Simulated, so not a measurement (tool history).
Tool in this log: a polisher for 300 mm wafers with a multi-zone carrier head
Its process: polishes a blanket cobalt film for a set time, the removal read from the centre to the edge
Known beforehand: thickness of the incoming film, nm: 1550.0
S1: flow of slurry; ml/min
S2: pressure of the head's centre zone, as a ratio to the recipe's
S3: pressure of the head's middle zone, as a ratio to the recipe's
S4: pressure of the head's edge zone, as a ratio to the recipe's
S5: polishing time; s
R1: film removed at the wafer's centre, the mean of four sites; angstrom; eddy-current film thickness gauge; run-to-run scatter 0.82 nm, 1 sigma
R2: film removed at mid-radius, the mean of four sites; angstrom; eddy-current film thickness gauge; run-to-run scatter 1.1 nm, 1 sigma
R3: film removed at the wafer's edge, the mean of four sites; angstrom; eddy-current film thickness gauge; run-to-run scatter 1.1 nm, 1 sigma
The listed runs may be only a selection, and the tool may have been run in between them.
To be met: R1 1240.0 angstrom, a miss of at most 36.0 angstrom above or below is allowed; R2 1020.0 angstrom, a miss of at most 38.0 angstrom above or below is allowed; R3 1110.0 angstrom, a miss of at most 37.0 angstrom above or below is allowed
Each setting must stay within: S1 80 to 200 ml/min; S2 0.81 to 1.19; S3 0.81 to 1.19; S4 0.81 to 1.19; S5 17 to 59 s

run	hour	S1	S2	S3	S4	S5	R1	R2	R3
1	0.0	130	1.00	1.00	1.00	38	1367.9	1378.9	1381.5
2	2.4	125	1.01	0.98	0.98	37	1320.2	1319.2	1337.8
3	7.8	125	1.01	0.92	0.98	37	1336.1	1254.7	1323.9
4	9.2	105	1.01	0.92	0.98	37	1268.8	1208.6	1308.3
5	14.9	90	1.01	0.92	0.98	37	1193.0	1162.9	1248.8
6	23.3	90	1.01	0.92	1.01	37	1190.4	1119.6	1242.5
7	28.5	90	1.03	0.92	1.01	36	1171.2	1114.6	1224.8
8	35.5	90	1.05	0.91	1.00	36	1197.9	1085.8	1230.2
9	42.5	90	1.06	0.91	0.98	35	1176.5	1069.2	1167.9

Exercise: of the 5 proposed moves below, exactly one satisfies all targets within the stated allowed misses. Which move is it?
A	49.5	100	1.06	0.97	0.84	35	?	?	?
B	49.5	115	1.18	0.93	1.06	30	?	?	?
C	49.5	110	1.08	0.93	0.91	35	?	?	?
D	49.5	105	1.12	0.92	0.84	34	?	?	?
E	49.5	85	1.01	0.86	1.11	36	?	?	?

move	R1	R2	R3
A	1235.5	1197.5	1112.0
B	1235.8	1031.1	1093.7
C	1300.5	1189.2	1176.2
D	1290.2	1129.3	1091.9
E	1133.3	1053.4	1260.0
A: the furthest-off result lands on target, but another misses its tolerance
B: every result lands within tolerance
C: pushes the last run's worst result past its target
D: pushes the last run's worst result past its target
E: moves away from the targets compared with the last run
B is the move that brings every result within its allowed miss.
